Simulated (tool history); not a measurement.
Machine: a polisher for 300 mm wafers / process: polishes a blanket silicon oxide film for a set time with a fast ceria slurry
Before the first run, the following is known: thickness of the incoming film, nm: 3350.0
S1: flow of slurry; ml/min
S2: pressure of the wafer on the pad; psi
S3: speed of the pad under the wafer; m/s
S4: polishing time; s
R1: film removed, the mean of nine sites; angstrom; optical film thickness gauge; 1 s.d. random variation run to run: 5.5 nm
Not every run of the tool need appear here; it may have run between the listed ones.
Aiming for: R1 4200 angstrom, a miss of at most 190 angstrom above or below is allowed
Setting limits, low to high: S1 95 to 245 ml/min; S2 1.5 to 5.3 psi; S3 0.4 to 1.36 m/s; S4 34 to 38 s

| run | hour | S1 | S2 | S3 | S4 | R1 |
|---|---|---|---|---|---|---|
| 1 | 0 | 155 | 3.4 | 0.88 | 38 | 6428.3 |
| 2 | 8.4 | 155 | 3.4 | 0.74 | 38 | 5550.2 |
| 3 | 13.5 | 185 | 3.4 | 0.74 | 38 | 5627.2 |
| 4 | 22.1 | 185 | 3.3 | 0.74 | 38 | 5576.8 |
| 5 | 27.5 | 150 | 3.3 | 0.74 | 38 | 5271.8 |
| 6 | 31.5 | 150 | 3.3 | 0.92 | 38 | 6544.7 |
| 7 | 35.9 | 150 | 3.1 | 0.92 | 38 | 6326.4 |
| 8 | 40.4 | 150 | 2.8 | 0.92 | 38 | 5934.5 |
| 9 | 41.5 | 150 | 2.6 | 0.92 | 38 | 5457.4 |
| 10 | 46.9 | 150 | 2.5 | 0.92 | 38 | 5335.3 |
| 11 | 55.5 | 150 | 2.4 | 0.92 | 38 | 5204.8 |
| 12 | 57.4 | 150 | 2.3 | 0.92 | 38 | 5016.2 |
| 13 | 66.4 | 150 | 2.2 | 0.92 | 38 | 4745.1 |
| 14 | 73.3 | 150 | 2.1 | 0.92 | 38 | 4682.9 |
| 15 | 81.4 | 150 | 2 | 0.92 | 38 | 4461.7 |

Pick the move, out of 4, that brings all results within their allowed miss; only one does.
| A | 89.5 | 130 | 2.2 | 0.9 | 38 | ? |
| B | 89.5 | 160 | 2 | 0.9 | 36 | ? |
| C | 89.5 | 180 | 2.1 | 0.92 | 38 | ? |
| D | 89.5 | 125 | 2.2 | 1.06 | 34 | ? |

| move | R1 |
|---|---|
| A | 4628 |
| B | 4200.5 |
| C | 4766.7 |
| D | 4827.9 |
A: misses by more than the last run did
B: in spec on every target
C: misses by more than the last run did
D: misses by more than the last run did
Answer: B

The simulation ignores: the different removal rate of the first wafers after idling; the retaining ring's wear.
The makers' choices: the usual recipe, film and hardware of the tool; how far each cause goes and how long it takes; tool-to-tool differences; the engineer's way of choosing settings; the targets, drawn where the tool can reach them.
